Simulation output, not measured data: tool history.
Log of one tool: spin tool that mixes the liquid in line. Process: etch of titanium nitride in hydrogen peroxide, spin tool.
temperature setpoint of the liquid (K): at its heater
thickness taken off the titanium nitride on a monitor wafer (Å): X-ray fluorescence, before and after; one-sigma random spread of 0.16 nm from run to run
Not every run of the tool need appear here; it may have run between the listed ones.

run,hour,temperature setpoint of the liquid (K),concentration of hydrogen peroxide in the mixed liquid (% by weight),time under the liquid (s),thickness taken off the titanium nitride on a monitor wafer (Å)
1,0.0,327.15,17.0,210,133.07
2,2.7,332.65,17.0,210,196.67
3,11.1,329.65,17.0,210,157.57
4,16.6,332.65,17.5,210,196.92
5,24.7,334.65,17.5,210,224.93
6,33.5,339.15,17.5,210,303.64

Run 7, settings as shown, results not yet in. Your forecast:
7,40.0,339.15,18.0,210,?

thickness taken off the titanium nitride on a monitor wafer (Å): 305.55
